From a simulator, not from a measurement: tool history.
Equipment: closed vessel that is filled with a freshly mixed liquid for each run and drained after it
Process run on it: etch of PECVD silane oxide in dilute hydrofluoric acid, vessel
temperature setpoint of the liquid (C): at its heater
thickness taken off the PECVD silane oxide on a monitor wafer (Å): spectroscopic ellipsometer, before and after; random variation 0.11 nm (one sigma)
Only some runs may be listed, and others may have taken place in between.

run,day,temperature setpoint of the liquid (C),parts of water to one part of 49 % hydrofluoric acid (parts by volume),time in the liquid (s),thickness taken off the PECVD silane oxide on a monitor wafer (Å)
1,0,23,205,85,177.23
2,0.062,25,205,85,193.05
3,0.371,28,205,85,211.28
4,0.688,25,215,85,177.39
5,1.004,25,215,90,192.08
6,1.288,22,215,90,173.04

Expected results for the next run?
7,1.504,20.5,220,90,?

For run 7 the tool returned thickness taken off the PECVD silane oxide on a monitor wafer (Å) 158.85.
